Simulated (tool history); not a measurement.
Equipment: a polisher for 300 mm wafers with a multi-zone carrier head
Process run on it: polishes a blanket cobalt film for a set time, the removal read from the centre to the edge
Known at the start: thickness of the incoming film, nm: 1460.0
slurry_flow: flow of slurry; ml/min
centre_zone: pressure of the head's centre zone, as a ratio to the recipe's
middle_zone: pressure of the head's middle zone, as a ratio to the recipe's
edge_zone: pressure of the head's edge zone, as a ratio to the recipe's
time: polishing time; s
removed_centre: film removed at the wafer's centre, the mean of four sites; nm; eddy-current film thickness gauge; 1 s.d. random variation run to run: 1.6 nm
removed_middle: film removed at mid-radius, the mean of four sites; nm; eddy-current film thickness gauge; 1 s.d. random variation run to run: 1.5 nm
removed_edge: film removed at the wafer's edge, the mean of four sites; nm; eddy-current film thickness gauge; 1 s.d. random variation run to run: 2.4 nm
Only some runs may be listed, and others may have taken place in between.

run  hour  slurry_flow  centre_zone  middle_zone  edge_zone  time  removed_centre  removed_middle  removed_edge
  1     0          235            1            1          1    82          333.37          332.95        335.47
  2   4.6          235            1         1.05          1    82          335.71          347.39         337.9
  3   5.4          235            1         1.05          1    70          287.59             294        282.93
  4   7.6          280            1         1.05          1    70          290.26             300        294.81
  5   9.8          255         0.98         0.99       0.95    65           261.4          265.76         260.4
  6  17.2          255         0.98         0.99       0.95    44          174.74          178.77        176.56
  7    22          280         1.01            1       0.97    45          190.88          187.05        185.86
  8  28.3          295         1.02         1.01       0.98    45          192.51          189.77        181.31

The next listed run, before its measurement:
  9    37          235         1.05         0.99       1.02    53               ?               ?             ?

Run 9 produced removed_centre 226.26 nm, removed_middle 211.2 nm, removed_edge 217.79 nm.
